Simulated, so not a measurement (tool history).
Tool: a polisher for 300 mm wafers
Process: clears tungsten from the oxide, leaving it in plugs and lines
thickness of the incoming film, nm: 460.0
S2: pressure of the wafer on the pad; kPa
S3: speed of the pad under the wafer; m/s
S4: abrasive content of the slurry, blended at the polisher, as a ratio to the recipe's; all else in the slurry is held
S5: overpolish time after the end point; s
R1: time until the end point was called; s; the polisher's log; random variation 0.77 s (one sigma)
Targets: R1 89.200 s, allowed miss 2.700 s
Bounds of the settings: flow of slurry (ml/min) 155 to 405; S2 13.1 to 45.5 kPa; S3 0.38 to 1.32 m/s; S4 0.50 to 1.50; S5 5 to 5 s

Run 1, hour 0.0: flow of slurry (ml/min) 260, S2 29.0 kPa, S3 0.84 m/s, S4 1.00, S5 5 s. Result: R1 125.730 s.
Run 2, hour 4.8: flow of slurry (ml/min) 260, S2 31.0 kPa, S3 0.84 m/s, S4 1.00, S5 5 s. Result: R1 120.750 s.
Run 3, hour 5.6: flow of slurry (ml/min) 260, S2 25.5 kPa, S3 0.84 m/s, S4 1.00, S5 5 s. Result: R1 146.700 s.
Run 4, hour 13.7: flow of slurry (ml/min) 260, S2 29.0 kPa, S3 0.84 m/s, S4 1.00, S5 5 s. Result: R1 128.690 s.
Run 5, hour 20.6: flow of slurry (ml/min) 260, S2 31.7 kPa, S3 0.84 m/s, S4 1.00, S5 5 s. Result: R1 116.150 s.
Run 6, hour 21.2: flow of slurry (ml/min) 260, S2 31.7 kPa, S3 0.84 m/s, S4 1.00, S5 5 s. Result: R1 119.630 s.
Run 7, hour 25.6: flow of slurry (ml/min) 260, S2 33.8 kPa, S3 0.84 m/s, S4 1.00, S5 5 s. Result: R1 110.760 s.
Run 8, hour 31.2: flow of slurry (ml/min) 260, S2 35.2 kPa, S3 0.84 m/s, S4 1.00, S5 5 s. Result: R1 107.330 s.
Run 9, hour 36.9: flow of slurry (ml/min) 260, S2 36.5 kPa, S3 0.84 m/s, S4 1.00, S5 5 s. Result: R1 102.560 s.

5 next moves are on the table. One of them brings every result within its allowed miss. Which?
Run A, hour 42.6: flow of slurry (ml/min) 235, S2 37.9 kPa, S3 0.80 m/s, S4 0.80, S5 5 s. Result: R1 ?.
Run B, hour 42.6: flow of slurry (ml/min) 270, S2 31.7 kPa, S3 0.92 m/s, S4 1.05, S5 5 s. Result: R1 ?.
Run C, hour 42.6: flow of slurry (ml/min) 305, S2 38.6 kPa, S3 0.86 m/s, S4 1.25, S5 5 s. Result: R1 ?.
Run D, hour 42.6: flow of slurry (ml/min) 395, S2 38.6 kPa, S3 0.80 m/s, S4 1.00, S5 5 s. Result: R1 ?.
Run E, hour 42.6: flow of slurry (ml/min) 260, S2 37.2 kPa, S3 0.90 m/s, S4 0.90, S5 5 s. Result: R1 ?.

move       R1
   A  109.450
   B  108.000
   C   88.971
   D   97.117
   E   97.870
A: further off than the last run
B: further off than the last run
C: meets every target
D: nearer than the last run, and not there yet
E: nearer than the last run, and not there yet
The right move is C.
